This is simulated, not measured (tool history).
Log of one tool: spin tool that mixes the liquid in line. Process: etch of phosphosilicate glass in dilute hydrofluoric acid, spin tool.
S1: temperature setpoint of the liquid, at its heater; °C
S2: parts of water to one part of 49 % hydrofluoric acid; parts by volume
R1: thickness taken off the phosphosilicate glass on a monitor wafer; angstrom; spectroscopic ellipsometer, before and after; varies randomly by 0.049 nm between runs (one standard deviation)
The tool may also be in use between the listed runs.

Run 1, hour 0.0: S1 22.0 °C, S2 195 parts by volume, time under the liquid (s) 45. Result: R1 294.32 angstrom.
Run 2, hour 1.4: S1 21.0 °C, S2 210 parts by volume, time under the liquid (s) 45. Result: R1 259.19 angstrom.
Run 3, hour 4.2: S1 21.0 °C, S2 210 parts by volume, time under the liquid (s) 50. Result: R1 288.25 angstrom.
Run 4, hour 12.0: S1 24.5 °C, S2 210 parts by volume, time under the liquid (s) 50. Result: R1 327.68 angstrom.
Run 5, hour 18.1: S1 23.0 °C, S2 225 parts by volume, time under the liquid (s) 50. Result: R1 284.79 angstrom.
Run 6, hour 25.7: S1 22.0 °C, S2 240 parts by volume, time under the liquid (s) 50. Result: R1 253.43 angstrom.

Predict the results of run 7:
Run 7, hour 34.3: S1 21.0 °C, S2 250 parts by volume, time under the liquid (s) 50. Result: R1 ?.

R1: 232.01 angstrom
